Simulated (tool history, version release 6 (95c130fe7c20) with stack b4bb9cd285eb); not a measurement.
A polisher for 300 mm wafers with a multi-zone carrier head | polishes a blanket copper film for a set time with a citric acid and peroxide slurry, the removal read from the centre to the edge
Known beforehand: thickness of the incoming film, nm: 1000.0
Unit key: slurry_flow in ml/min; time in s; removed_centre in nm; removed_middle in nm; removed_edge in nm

run,hour,slurry_flow,centre_zone,middle_zone,edge_zone,slurry_solids,time,removed_centre,removed_middle,removed_edge
1,0,200,1,1,1,1,87,203.23,203.55,204.63
2,2.2,210,1.02,1.03,1.02,1.1,88,214.11,215.19,209.97
3,3.3,215,1.03,1.04,1.03,1.15,91,227.7,227.03,223.98
4,6.2,215,1.03,0.99,1.03,1.15,91,224.09,216.3,221.42
5,10.6,215,0.97,0.99,1.03,1.15,91,213.66,219.5,223.98
6,19.1,220,0.99,1.02,1.04,1.2,93,226.17,230.71,234.31

Run 7 is up next; what results do you expect?
7,20.8,225,1,1.05,1.04,1.25,94,?,?,?

Run 7 came out at removed_centre 234.69 nm, removed_middle 241.4 nm, removed_edge 234.27 nm.
